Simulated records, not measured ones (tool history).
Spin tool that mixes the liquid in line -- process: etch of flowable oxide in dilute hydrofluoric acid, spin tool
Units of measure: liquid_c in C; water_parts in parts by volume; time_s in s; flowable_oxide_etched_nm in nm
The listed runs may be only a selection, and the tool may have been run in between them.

Run 1, hour 0: liquid_c 26 C, water_parts 235 parts by volume, time_s 50 s. Result: flowable_oxide_etched_nm 12.307 nm.
Run 2, hour 6.5: liquid_c 27 C, water_parts 230 parts by volume, time_s 50 s. Result: flowable_oxide_etched_nm 13.153 nm.
Run 3, hour 11.1: liquid_c 27 C, water_parts 230 parts by volume, time_s 40 s. Result: flowable_oxide_etched_nm 10.601 nm.
Run 4, hour 15.2: liquid_c 27 C, water_parts 215 parts by volume, time_s 40 s. Result: flowable_oxide_etched_nm 11.414 nm.
Run 5, hour 18.7: liquid_c 25 C, water_parts 215 parts by volume, time_s 40 s. Result: flowable_oxide_etched_nm 10.662 nm.
Run 6, hour 25.1: liquid_c 26 C, water_parts 210 parts by volume, time_s 40 s. Result: flowable_oxide_etched_nm 11.406 nm.
Run 7, hour 30.7: liquid_c 27 C, water_parts 200 parts by volume, time_s 40 s. Result: flowable_oxide_etched_nm 12.51 nm.

Predict the results of run 8:
Run 8, hour 39.5: liquid_c 27.5 C, water_parts 195 parts by volume, time_s 40 s. Result: flowable_oxide_etched_nm ?.

For run 8 the tool returned flowable_oxide_etched_nm 13.031 nm.

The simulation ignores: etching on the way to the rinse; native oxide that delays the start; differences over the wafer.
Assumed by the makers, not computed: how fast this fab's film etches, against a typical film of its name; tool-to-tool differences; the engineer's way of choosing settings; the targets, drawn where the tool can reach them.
